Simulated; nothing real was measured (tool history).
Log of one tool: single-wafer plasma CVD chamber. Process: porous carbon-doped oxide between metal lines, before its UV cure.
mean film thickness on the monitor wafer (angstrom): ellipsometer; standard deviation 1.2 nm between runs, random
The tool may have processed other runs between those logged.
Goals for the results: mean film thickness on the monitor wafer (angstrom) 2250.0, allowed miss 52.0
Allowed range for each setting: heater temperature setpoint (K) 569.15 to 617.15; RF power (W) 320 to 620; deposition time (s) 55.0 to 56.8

| run | day | heater temperature setpoint (K) | RF power (W) | deposition time (s) | mean film thickness on the monitor wafer (angstrom) |
|---|---|---|---|---|---|
| 1 | 0.000 | 593.15 | 470 | 55.0 | 2525.7 |
| 2 | 0.038 | 597.15 | 465 | 55.0 | 2474.8 |
| 3 | 0.133 | 600.15 | 455 | 55.0 | 2419.6 |
| 4 | 0.433 | 591.15 | 455 | 55.0 | 2508.0 |
| 5 | 0.758 | 581.15 | 455 | 55.0 | 2660.1 |
|  | 0.854 | thermocouple changed; heater temperature recalibrated |
| 6 | 0.854 | 581.15 | 425 | 55.0 | 2476.6 |
| 7 | 1.179 | 585.15 | 420 | 55.0 | 2391.9 |
| 8 | 1.542 | 587.15 | 415 | 55.0 | 2352.9 |
| 9 | 1.667 | 589.15 | 415 | 55.0 | 2308.3 |
| 10 | 1.892 | 590.15 | 415 | 55.0 | 2310.8 |
| 11 | 2.133 | 591.15 | 415 | 55.0 | 2312.1 |

Which single option among these 4 for the next run brings every result within its allowed miss of target? Just one does.
| A | 2.375 | 592.15 | 355 | 56.5 | ? |
| B | 2.375 | 589.15 | 380 | 56.2 | ? |
| C | 2.375 | 594.15 | 435 | 56.0 | ? |
| D | 2.375 | 592.15 | 425 | 56.1 | ? |

| move | mean film thickness on the monitor wafer (angstrom) |
|---|---|
| A | 2082.0 |
| B | 2206.4 |
| C | 2367.7 |
| D | 2353.4 |
A: pushes the last run's worst result past its target
B: every result lands within tolerance
C: further off than the last run
D: further off than the last run
B meets every target.

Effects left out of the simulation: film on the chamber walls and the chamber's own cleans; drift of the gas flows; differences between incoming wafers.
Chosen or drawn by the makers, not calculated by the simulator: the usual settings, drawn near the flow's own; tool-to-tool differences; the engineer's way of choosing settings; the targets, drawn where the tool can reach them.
